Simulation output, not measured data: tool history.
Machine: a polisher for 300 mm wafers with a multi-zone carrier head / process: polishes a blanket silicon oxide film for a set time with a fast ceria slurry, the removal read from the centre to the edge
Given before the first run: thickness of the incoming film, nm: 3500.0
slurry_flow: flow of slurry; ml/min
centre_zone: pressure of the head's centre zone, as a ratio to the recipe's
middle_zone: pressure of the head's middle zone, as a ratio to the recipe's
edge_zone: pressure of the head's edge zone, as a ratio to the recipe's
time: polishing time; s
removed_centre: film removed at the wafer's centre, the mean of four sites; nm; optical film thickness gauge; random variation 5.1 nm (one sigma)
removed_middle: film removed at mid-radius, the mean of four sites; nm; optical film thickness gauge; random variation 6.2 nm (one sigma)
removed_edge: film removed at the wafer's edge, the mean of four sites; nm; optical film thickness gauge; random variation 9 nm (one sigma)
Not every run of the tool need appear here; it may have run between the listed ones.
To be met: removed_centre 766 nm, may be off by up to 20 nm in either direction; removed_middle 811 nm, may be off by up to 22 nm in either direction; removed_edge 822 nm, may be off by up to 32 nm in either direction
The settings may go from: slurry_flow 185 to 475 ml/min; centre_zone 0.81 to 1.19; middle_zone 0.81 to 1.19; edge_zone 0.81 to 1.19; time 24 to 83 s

run  hour  slurry_flow  centre_zone  middle_zone  edge_zone  time  removed_centre  removed_middle  removed_edge
  1     0          305            1            1          1    53          619.07          621.19        614.59
  2   1.3          305         1.04            1          1    53          634.61          623.92        609.06
  3   5.1          310         1.03         1.01       1.03    55          653.68          649.28        636.92
  4  10.8          310         1.03         1.01       1.03    49          591.18          581.37        577.79
  5  14.7          310         1.03         1.01       1.03    44           521.8          523.17        505.04
  6    20          310          1.1         1.01       1.03    44          555.48          523.39         516.7
  7  22.5          305         1.08         1.02       1.06    48          600.41          573.73        576.76
  8  26.8          310         1.01         1.12       1.16    63          740.39           808.1        768.05
  9  32.1          310         1.01         1.11       1.17    64          754.83          820.36        777.89

Exactly one of the 5 candidate moves below puts every result within its allowed miss. Which one?
  A  37.4          285         1.09         1.15       1.13    63               ?               ?             ?
  B  37.4          260         1.08         1.16       1.11    62               ?               ?             ?
  C  37.4          315         1.08         1.19        1.1    60               ?               ?             ?
  D  37.4          195            1         1.06       1.18    68               ?               ?             ?
  E  37.4          315         0.94         1.03       1.19    72               ?               ?             ?

move  removed_centre  removed_middle  removed_edge
   A          794.67          816.27        761.22
   B          769.93          803.13        739.16
   C          756.99          803.99        719.89
   D          769.28          803.67        819.95
   E          805.21          865.04        897.01
A: its largest miss is bigger than the last run's
B: its largest miss is bigger than the last run's
C: its largest miss is bigger than the last run's
D: all results in spec
E: pushes the last run's worst result past its target
The right move is D.

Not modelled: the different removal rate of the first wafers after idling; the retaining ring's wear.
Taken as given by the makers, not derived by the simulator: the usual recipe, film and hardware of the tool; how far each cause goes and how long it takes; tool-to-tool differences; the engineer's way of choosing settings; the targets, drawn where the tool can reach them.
